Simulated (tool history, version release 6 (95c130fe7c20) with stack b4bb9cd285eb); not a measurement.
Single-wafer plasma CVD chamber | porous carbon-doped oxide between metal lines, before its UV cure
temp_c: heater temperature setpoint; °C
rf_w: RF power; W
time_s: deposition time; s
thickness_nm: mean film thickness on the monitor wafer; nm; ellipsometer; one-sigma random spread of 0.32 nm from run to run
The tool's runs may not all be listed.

| run | hour | temp_c | rf_w | time_s | thickness_nm |
|---|---|---|---|---|---|
| 1 | 0 | 310 | 490 | 20 | 99.242 |
| 2 | 6.2 | 310 | 455 | 20 | 94.919 |
| 3 | 14.5 | 310 | 455 | 20 | 95.011 |
| 4 | 23 | 305 | 460 | 20 | 98.228 |
| 5 | 24.7 | 301 | 465 | 20 | 100.59 |
| 6 | 28.4 | 296 | 465 | 20 | 103.42 |
| 7 | 34.4 | 294 | 465 | 20 | 104.28 |
| 8 | 42.4 | 292 | 465 | 20 | 105.93 |

What will run 9 give?
| 9 | 51.3 | 291 | 465 | 20 | ? |

{"run 9": {"thickness_nm": 105.72}}
